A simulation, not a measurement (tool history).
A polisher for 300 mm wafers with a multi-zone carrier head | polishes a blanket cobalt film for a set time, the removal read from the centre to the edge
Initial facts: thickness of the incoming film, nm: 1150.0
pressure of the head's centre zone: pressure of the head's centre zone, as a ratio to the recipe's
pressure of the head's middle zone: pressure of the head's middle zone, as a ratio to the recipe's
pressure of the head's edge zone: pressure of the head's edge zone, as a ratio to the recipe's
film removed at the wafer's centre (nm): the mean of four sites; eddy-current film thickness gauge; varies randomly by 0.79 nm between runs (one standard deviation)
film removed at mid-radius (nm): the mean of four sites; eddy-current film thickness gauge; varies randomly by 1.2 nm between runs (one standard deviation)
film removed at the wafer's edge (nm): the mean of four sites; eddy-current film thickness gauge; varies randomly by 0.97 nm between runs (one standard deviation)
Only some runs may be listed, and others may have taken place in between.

| run | day | flow of slurry (ml/min) | pressure of the head's centre zone | pressure of the head's middle zone | pressure of the head's edge zone | polishing time (s) | film removed at the wafer's centre (nm) | film removed at mid-radius (nm) | film removed at the wafer's edge (nm) |
|---|---|---|---|---|---|---|---|---|---|
| 1 | 0 | 150 | 1 | 1 | 1 | 49 | 181.72 | 189.72 | 187.74 |
| 2 | 0.025 | 145 | 0.97 | 0.98 | 0.97 | 48 | 174.48 | 182.44 | 180.34 |
| 3 | 0.354 | 135 | 0.94 | 0.96 | 0.95 | 47 | 163.72 | 173.99 | 173.86 |
| 4 | 0.4 | 120 | 0.94 | 0.96 | 0.95 | 47 | 159.4 | 167.58 | 171.29 |
| 5 | 0.462 | 115 | 0.92 | 0.95 | 0.93 | 46 | 152.09 | 167.29 | 163.83 |
| 6 | 0.588 | 115 | 0.92 | 0.95 | 0.99 | 46 | 151.75 | 162.56 | 167.78 |

Run 7 is up next; what results do you expect?
| 7 | 0.808 | 100 | 0.86 | 0.85 | 0.89 | 42 | ? | ? | ? |

Run 7 produced film removed at the wafer's centre (nm) 127.17, film removed at mid-radius (nm) 134.46, film removed at the wafer's edge (nm) 145.34.
